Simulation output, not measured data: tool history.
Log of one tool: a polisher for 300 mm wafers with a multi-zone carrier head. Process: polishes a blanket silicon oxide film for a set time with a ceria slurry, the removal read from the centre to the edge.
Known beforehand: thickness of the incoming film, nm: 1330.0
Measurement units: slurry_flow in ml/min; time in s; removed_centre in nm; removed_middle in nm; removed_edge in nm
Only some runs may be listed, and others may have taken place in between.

run	hour	slurry_flow	centre_zone	middle_zone	edge_zone	time	removed_centre	removed_middle	removed_edge
1	0.0	290	1.00	1.00	1.00	43	266.71	251.94	247.17
2	7.0	290	1.00	0.93	1.00	43	265.55	246.18	250.90
3	9.9	285	1.01	0.90	1.01	40	251.70	219.94	229.57
4	18.5	285	1.01	0.84	1.01	40	251.60	204.25	227.60
5	19.5	220	1.01	0.84	1.01	40	242.97	200.37	223.98
# hour 20.7: edge zone pressure recalibrated
6	20.7	220	1.09	0.84	1.01	40	262.28	197.76	240.25
7	27.9	210	1.06	0.84	1.02	38	240.69	189.46	228.88
8	33.7	210	1.06	0.84	1.02	38	234.03	191.03	228.85
9	41.3	215	1.03	0.85	0.92	29	177.78	145.49	160.19
10	49.0	220	1.04	0.87	0.94	29	182.63	149.03	167.67

Run 11 has not been measured yet. What should we expect?
11	50.4	220	1.04	0.87	0.94	29	?	?	?

Run 11 yielded removed_centre 181.36 nm, removed_middle 151.60 nm, removed_edge 167.34 nm.

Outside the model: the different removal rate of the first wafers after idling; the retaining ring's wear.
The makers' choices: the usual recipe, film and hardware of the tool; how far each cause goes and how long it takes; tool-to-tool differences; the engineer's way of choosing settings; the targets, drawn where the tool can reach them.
